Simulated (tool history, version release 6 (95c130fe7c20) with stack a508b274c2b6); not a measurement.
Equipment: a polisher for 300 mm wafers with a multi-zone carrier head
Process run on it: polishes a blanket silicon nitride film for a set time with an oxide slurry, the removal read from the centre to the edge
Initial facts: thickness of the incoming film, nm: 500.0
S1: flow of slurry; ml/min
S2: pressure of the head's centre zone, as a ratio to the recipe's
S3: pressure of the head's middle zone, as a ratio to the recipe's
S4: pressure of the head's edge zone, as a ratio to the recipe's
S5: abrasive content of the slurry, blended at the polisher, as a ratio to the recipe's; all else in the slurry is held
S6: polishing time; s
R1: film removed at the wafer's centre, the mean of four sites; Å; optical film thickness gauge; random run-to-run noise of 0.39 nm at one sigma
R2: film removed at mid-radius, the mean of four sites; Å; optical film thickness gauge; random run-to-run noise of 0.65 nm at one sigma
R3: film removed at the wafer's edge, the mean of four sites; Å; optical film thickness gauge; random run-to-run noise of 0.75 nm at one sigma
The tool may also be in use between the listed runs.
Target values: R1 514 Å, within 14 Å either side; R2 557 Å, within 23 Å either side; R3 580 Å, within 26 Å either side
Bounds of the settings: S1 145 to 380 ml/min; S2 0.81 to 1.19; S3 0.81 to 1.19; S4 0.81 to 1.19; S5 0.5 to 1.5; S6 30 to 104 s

run 1 hour=0 | S1=245 S2=1 S3=1 S4=1 S5=1 S6=67 | R1=732.48 R2=718.72 R3=747.09
run 2 hour=3.6 | S1=245 S2=1 S3=1 S4=1 S5=0.9 S6=67 | R1=701.44 R2=699.48 R3=711.11
run 3 hour=7.5 | S1=245 S2=1 S3=0.97 S4=1 S5=0.9 S6=67 | R1=691.3 R2=675.21 R3=716.85
run 4 hour=8.7 | S1=240 S2=0.97 S3=0.95 S4=0.96 S5=0.8 S6=67 | R1=640.5 R2=637.46 R3=674.88
run 5 hour=13.7 | S1=235 S2=0.94 S3=0.94 S4=0.93 S5=0.7 S6=67 | R1=595.51 R2=620.39 R3=620.93
run 6 hour=15.8 | S1=235 S2=0.94 S3=0.94 S4=0.93 S5=0.7 S6=54 | R1=476.42 R2=489.61 R3=506.7
run 7 hour=16.8 | S1=250 S2=0.94 S3=0.97 S4=0.97 S5=0.75 S6=54 | R1=499.51 R2=512.53 R3=530.58
run 8 hour=22.1 | S1=250 S2=0.93 S3=0.99 S4=1 S5=0.8 S6=54 | R1=509.28 R2=535.58 R3=559.66

5 candidate next runs follow, results not yet known. Just one meets every target within its allowed miss. Identify it.
run A hour=27.4 | S1=235 S2=0.87 S3=0.87 S4=1.02 S5=0.85 S6=55 | R1=? R2=? R3=?
run B hour=27.4 | S1=240 S2=0.98 S3=1.05 S4=0.95 S5=0.9 S6=49 | R1=? R2=? R3=?
run C hour=27.4 | S1=175 S2=1.01 S3=1.13 S4=1 S5=0.5 S6=62 | R1=? R2=? R3=?
run D hour=27.4 | S1=245 S2=1.02 S3=1.03 S4=0.94 S5=0.5 S6=61 | R1=? R2=? R3=?
run E hour=27.4 | S1=210 S2=0.89 S3=0.97 S4=0.96 S5=0.9 S6=56 | R1=? R2=? R3=?

move=A R1=495.87 R2=514.75 R3=591.67
move=B R1=501.09 R2=517.06 R3=520.45
move=C R1=499.21 R2=524.54 R3=524.66
move=D R1=518.3 R2=511.21 R3=517.21
move=E R1=518.36 R2=558.26 R3=591.32
A: moves away from the targets compared with the last run
B: moves away from the targets compared with the last run
C: moves away from the targets compared with the last run
D: moves away from the targets compared with the last run
E: in spec on every target
The move that meets every target is E.
